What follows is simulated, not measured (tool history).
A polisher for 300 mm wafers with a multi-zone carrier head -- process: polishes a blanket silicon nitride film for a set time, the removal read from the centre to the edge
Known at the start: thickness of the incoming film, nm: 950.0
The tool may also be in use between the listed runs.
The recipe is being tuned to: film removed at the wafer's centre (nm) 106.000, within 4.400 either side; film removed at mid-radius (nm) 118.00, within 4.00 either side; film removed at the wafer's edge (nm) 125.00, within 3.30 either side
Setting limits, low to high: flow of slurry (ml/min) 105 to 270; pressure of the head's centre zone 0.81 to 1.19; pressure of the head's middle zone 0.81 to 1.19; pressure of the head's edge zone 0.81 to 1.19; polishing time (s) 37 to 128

run,hour,flow of slurry (ml/min),pressure of the head's centre zone,pressure of the head's middle zone,pressure of the head's edge zone,polishing time (s),film removed at the wafer's centre (nm),film removed at mid-radius (nm),film removed at the wafer's edge (nm)
1,0.0,175,1.00,1.00,1.00,82,206.680,207.43,212.91
2,5.0,175,0.94,1.00,1.00,82,194.640,208.44,217.28
3,5.8,175,0.94,0.92,1.00,82,189.940,196.75,214.10
4,9.3,175,0.94,0.92,1.03,82,190.560,196.16,217.71
5,17.2,140,0.94,0.92,1.03,82,187.230,186.99,210.18
6,21.8,135,0.92,0.92,1.01,76,166.280,173.56,193.71
7,26.6,130,0.92,0.92,0.99,72,159.310,164.09,180.39
8,31.2,110,0.82,0.91,0.91,49,93.073,104.72,115.44
9,33.6,120,0.83,0.91,0.91,49,95.742,110.00,117.53
10,42.2,125,0.84,0.91,0.91,49,97.812,107.20,118.91
11,48.6,130,0.84,0.92,0.91,49,96.349,109.33,119.03
12,54.7,180,0.91,0.95,0.94,50,113.430,122.99,126.09
13,56.5,175,0.90,0.95,0.94,50,115.320,120.30,127.98
14,57.3,170,0.89,0.95,0.94,50,111.830,122.56,125.17
15,64.9,165,0.89,0.95,0.94,50,110.370,119.97,126.05

Next run, 5 choices. One meets every target within its allowed miss, the rest don't. Which?
A,72.5,180,0.95,0.95,0.95,48,?,?,?
B,72.5,165,0.99,1.00,1.03,47,?,?,?
C,72.5,140,0.89,0.96,0.97,50,?,?,?
D,72.5,185,0.91,0.87,0.83,51,?,?,?
E,72.5,170,0.94,0.97,0.92,50,?,?,?

move,film removed at the wafer's centre (nm),film removed at mid-radius (nm),film removed at the wafer's edge (nm)
A,114.240,117.28,123.32
B,114.910,118.27,124.24
C,106.360,118.30,125.91
D,116.690,116.33,123.70
E,116.610,123.26,125.72
A: misses by more than the last run did
B: misses by more than the last run did
C: every result within its allowed miss
D: misses by more than the last run did
E: misses by more than the last run did
So the answer is move C, the one that meets all the targets.
